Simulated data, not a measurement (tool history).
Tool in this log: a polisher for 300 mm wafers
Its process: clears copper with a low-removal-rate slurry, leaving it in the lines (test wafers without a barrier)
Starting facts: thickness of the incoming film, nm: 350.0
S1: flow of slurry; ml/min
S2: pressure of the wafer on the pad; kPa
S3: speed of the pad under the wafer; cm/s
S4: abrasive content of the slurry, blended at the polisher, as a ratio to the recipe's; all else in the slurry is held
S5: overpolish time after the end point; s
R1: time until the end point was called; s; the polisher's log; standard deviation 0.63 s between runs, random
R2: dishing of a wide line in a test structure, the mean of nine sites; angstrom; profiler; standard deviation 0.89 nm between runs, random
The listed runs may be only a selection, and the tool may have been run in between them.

{"run": 1, "hour": 0.0, "S1": 245, "S2": 23.4, "S3": 134, "S4": 1, "S5": 12, "R1": 63.779, "R2": 397.2}
{"run": 2, "hour": 3.1, "S1": 245, "S2": 26.9, "S3": 136, "S4": 1, "S5": 12, "R1": 54.522, "R2": 427.42}
{"run": 3, "hour": 5.7, "S1": 190, "S2": 26.9, "S3": 136, "S4": 1, "S5": 12, "R1": 54.871, "R2": 422.16}
{"run": 4, "hour": 6.8, "S1": 155, "S2": 26.9, "S3": 136, "S4": 1, "S5": 12, "R1": 58.63, "R2": 414.75}
{"run": 5, "hour": 12.1, "S1": 155, "S2": 22.8, "S3": 136, "S4": 1, "S5": 12, "R1": 67.587, "R2": 368.01}
{"run": 6, "hour": 20.9, "S1": 160, "S2": 26.2, "S3": 140, "S4": 1, "S5": 13, "R1": 56.576, "R2": 439.01}
{"run": 7, "hour": 24.1, "S1": 160, "S2": 29, "S3": 142, "S4": 1, "S5": 13, "R1": 50.287, "R2": 463.48}
{"run": 8, "hour": 26.1, "S1": 165, "S2": 35.9, "S3": 152, "S4": 1, "S5": 16, "R1": 37.958, "R2": 598.65}
{"run": 9, "hour": 34.4, "S1": 165, "S2": 35.9, "S3": 154, "S4": 1, "S5": 16, "R1": 37.857, "R2": 610.03}

What will run 10 give?
{"run": 10, "hour": 42.8, "S1": 165, "S2": 35.9, "S3": 156, "S4": 1, "S5": 16, "R1": "?", "R2": "?"}

{"run 10": {"R1": 38.584, "R2": 601.08}}

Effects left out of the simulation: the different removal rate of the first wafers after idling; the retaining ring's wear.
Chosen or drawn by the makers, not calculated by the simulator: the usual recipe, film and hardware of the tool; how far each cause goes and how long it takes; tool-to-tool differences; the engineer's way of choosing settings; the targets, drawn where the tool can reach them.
